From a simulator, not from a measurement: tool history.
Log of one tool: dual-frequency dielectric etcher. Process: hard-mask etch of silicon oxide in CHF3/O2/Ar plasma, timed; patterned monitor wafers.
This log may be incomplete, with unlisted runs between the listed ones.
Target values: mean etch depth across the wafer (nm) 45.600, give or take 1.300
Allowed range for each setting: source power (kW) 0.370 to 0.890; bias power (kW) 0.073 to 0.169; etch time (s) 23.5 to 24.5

run    day  source power (kW)  bias power (kW)  etch time (s)  mean etch depth across the wafer (nm)
  1  0.000              0.630            0.121           23.5                                 38.640
  2  0.350              0.630            0.121           23.5                                 38.860
  3  0.388              0.680            0.125           23.5                                 40.159
  4  0.638              0.680            0.125           24.5                                 42.057
  5  0.867              0.580            0.125           24.5                                 39.350
  6  1.042              0.580            0.109           24.5                                 37.771
  7  1.296              0.710            0.130           24.5                                 43.319
  8  1.354              0.710            0.130           24.5                                 43.436

5 candidate next runs follow, results not yet known. Just one meets every target within its allowed miss. Identify it.
  A  1.412              0.770            0.112           23.5                                      ?
  B  1.412              0.700            0.123           24.5                                      ?
  C  1.412              0.690            0.135           24.0                                      ?
  D  1.412              0.710            0.127           24.5                                      ?
  E  1.412              0.820            0.131           24.5                                      ?

move  mean etch depth across the wafer (nm)
   A                                 41.192
   B                                 42.348
   C                                 42.341
   D                                 42.983
   E                                 46.022
A: misses by more than the last run did
B: misses by more than the last run did
C: misses by more than the last run did
D: misses by more than the last run did
E: every result lands within tolerance
Correct choice: E, which meets every target

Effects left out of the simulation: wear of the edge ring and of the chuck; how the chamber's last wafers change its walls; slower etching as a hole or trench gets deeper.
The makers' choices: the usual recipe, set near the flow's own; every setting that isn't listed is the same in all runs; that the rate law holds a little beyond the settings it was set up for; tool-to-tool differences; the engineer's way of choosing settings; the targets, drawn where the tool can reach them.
